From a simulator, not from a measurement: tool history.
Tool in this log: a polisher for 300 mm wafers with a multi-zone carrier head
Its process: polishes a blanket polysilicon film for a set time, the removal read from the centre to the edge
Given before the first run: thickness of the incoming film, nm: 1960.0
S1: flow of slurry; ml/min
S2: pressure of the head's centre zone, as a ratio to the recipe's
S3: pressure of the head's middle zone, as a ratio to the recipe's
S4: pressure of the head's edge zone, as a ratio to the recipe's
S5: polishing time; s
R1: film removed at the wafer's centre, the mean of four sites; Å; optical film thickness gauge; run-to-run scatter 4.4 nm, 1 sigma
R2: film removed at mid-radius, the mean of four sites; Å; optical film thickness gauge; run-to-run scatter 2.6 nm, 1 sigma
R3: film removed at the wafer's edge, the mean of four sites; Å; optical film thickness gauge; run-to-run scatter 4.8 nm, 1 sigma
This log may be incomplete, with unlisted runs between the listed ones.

run	day	S1	S2	S3	S4	S5	R1	R2	R3
1	0.000	155	1.00	1.00	1.00	37	2663.7	2641.5	2645.8
2	0.021	155	0.93	1.00	1.00	37	2555.1	2677.1	2671.7
3	0.233	155	0.93	1.00	1.00	46	3103.2	3339.4	3341.2
4	0.542	155	0.98	0.98	0.99	46	3223.5	3209.0	3299.0
5	0.821	170	0.98	0.98	0.99	46	3356.3	3336.5	3381.3
6	1.029	170	0.98	0.98	0.95	46	3307.9	3282.1	3373.9
7	1.208	170	1.01	0.97	0.95	46	3466.8	3296.7	3307.7

Estimate the outcome of run 8 from the log above:
8	1.562	165	1.02	0.95	0.95	46	?	?	?

R1: 3408.1 Å
R2: 3238.7 Å
R3: 3242.3 Å

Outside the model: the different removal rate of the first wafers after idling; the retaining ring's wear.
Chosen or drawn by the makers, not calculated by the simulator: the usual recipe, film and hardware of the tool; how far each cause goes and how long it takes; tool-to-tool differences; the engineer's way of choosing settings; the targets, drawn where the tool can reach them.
